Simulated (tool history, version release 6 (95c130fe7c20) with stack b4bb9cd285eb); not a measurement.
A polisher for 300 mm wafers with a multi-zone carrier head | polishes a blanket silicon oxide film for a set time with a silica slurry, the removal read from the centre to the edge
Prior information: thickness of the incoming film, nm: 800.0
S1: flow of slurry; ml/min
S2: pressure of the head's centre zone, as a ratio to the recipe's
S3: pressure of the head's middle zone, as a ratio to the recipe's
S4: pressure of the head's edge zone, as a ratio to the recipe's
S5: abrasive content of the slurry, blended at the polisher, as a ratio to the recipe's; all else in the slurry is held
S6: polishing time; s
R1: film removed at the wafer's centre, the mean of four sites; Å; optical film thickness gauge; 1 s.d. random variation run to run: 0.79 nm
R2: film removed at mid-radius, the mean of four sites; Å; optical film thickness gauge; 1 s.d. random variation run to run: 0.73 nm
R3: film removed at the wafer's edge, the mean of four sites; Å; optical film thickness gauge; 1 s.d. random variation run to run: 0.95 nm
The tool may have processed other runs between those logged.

run  hour   S1    S2    S3    S4    S5  S6      R1      R2      R3
  1   0.0  235  1.00  1.00  1.00  1.00  60  2934.7  2581.9  2609.7
  2   6.3  235  0.96  1.00  1.00  1.00  60  2754.9  2588.9  2603.7
  3   7.1  200  0.96  1.00  1.00  1.00  60  2731.5  2520.3  2563.4
  4  12.5  195  0.93  0.98  1.02  0.90  54  2280.5  2135.4  2228.4
  5  17.9  190  0.91  0.97  1.05  0.80  49  1872.9  1834.4  1936.8
     19.2  -- centre zone pressure recalibrated
  6  19.2  185  0.89  0.95  1.06  0.75  46  1479.3  1624.5  1725.3
  7  25.9  180  0.91  0.92  1.05  0.70  45  1433.5  1477.6  1618.5
  8  32.0  175  0.91  0.90  1.04  0.65  45  1369.7  1370.9  1521.5
  9  37.4  175  0.91  0.90  1.04  0.65  45  1349.5  1359.7  1560.2
 10  43.3  180  0.90  0.89  1.00  0.60  45  1282.5  1291.6  1460.6

What does the tool deliver on the next run?
 11  43.9  175  0.88  0.88  0.97  0.60  45   ?   ?   ?

{"run 11": {"R1": 1258.6, "R2": 1291.7, "R3": 1427.2}}

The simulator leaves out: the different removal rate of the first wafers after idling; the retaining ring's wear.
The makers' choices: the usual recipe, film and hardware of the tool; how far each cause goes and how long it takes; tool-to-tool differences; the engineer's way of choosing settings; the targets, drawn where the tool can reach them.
